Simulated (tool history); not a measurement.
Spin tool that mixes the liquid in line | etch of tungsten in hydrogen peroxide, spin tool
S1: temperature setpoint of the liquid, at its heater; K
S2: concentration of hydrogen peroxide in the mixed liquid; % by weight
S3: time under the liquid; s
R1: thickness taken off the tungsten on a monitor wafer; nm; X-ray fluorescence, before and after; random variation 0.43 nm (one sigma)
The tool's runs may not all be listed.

run 1 day=0.000 | S1=324.15 S2=16.5 S3=50 | R1=88.658
run 2 day=0.300 | S1=324.15 S2=16.5 S3=55 | R1=99.271
run 3 day=0.629 | S1=321.65 S2=16.5 S3=55 | R1=85.507
run 4 day=0.867 | S1=319.65 S2=16.5 S3=55 | R1=74.849
run 5 day=0.929 | S1=326.65 S2=16.5 S3=55 | R1=114.940
run 6 day=1.288 | S1=326.65 S2=19.5 S3=55 | R1=126.240
-- day=1.375 new drum of peroxide connected
run 7 day=1.375 | S1=318.65 S2=19.0 S3=55 | R1=79.291
run 8 day=1.629 | S1=316.65 S2=19.0 S3=55 | R1=70.432

Forecast run 9:
run 9 day=2.000 | S1=315.15 S2=19.0 S3=55 | R1=?

R1: 62.946 nm
